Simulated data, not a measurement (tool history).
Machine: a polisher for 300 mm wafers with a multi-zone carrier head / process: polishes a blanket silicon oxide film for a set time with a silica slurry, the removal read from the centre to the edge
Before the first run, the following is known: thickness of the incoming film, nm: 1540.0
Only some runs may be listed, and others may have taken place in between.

| run | hour | flow of slurry (ml/min) | pressure of the head's centre zone | pressure of the head's middle zone | pressure of the head's edge zone | abrasive content of the slurry | polishing time (s) | film removed at the wafer's centre (Å) | film removed at mid-radius (Å) | film removed at the wafer's edge (Å) |
|---|---|---|---|---|---|---|---|---|---|---|
| 1 | 0 | 285 | 1 | 1 | 1 | 1 | 58 | 2475.4 | 2465.4 | 2352.9 |
| 2 | 9 | 285 | 1.09 | 1 | 1 | 1 | 58 | 2642.5 | 2410.9 | 2418.3 |
| 3 | 17.7 | 285 | 1.09 | 1 | 1 | 1 | 70 | 3270.9 | 2950.5 | 2937.8 |
| 4 | 18.2 | 285 | 1.09 | 1 | 0.96 | 1 | 70 | 3159.8 | 2955.6 | 2877.6 |
| 5 | 20 | 285 | 1.09 | 1.07 | 0.96 | 1 | 70 | 3217.1 | 3106.5 | 2858.9 |
| 6 | 28.8 | 335 | 1.09 | 1.07 | 0.96 | 1 | 70 | 3252.6 | 3140.6 | 2837.6 |
| 7 | 32.9 | 330 | 1.06 | 1.09 | 0.97 | 1.05 | 70 | 3228.5 | 3257.8 | 2895.4 |
| 8 | 36.7 | 325 | 1.04 | 1.11 | 0.98 | 1.1 | 70 | 3222.9 | 3320.7 | 3065.2 |
| 9 | 41.8 | 325 | 1.04 | 1.11 | 0.98 | 1.1 | 70 | 3202 | 3372.2 | 2953.8 |
| 10 | 45.2 | 325 | 1.04 | 1.13 | 0.98 | 1.1 | 70 | 3219.2 | 3434.4 | 3020.2 |
| 11 | 49.3 | 330 | 1.04 | 1.14 | 0.97 | 1.1 | 70 | 3248.5 | 3401.8 | 3033.4 |
| 12 | 53.3 | 345 | 1.03 | 1.15 | 0.96 | 1.1 | 70 | 3234.1 | 3466 | 3035.5 |

Forecast run 13:
| 13 | 59.9 | 355 | 1.02 | 1.16 | 0.94 | 1.1 | 70 | ? | ? | ? |

Run 13 came out at film removed at the wafer's centre (Å) 3259.7, film removed at mid-radius (Å) 3570, film removed at the wafer's edge (Å) 3019.4.

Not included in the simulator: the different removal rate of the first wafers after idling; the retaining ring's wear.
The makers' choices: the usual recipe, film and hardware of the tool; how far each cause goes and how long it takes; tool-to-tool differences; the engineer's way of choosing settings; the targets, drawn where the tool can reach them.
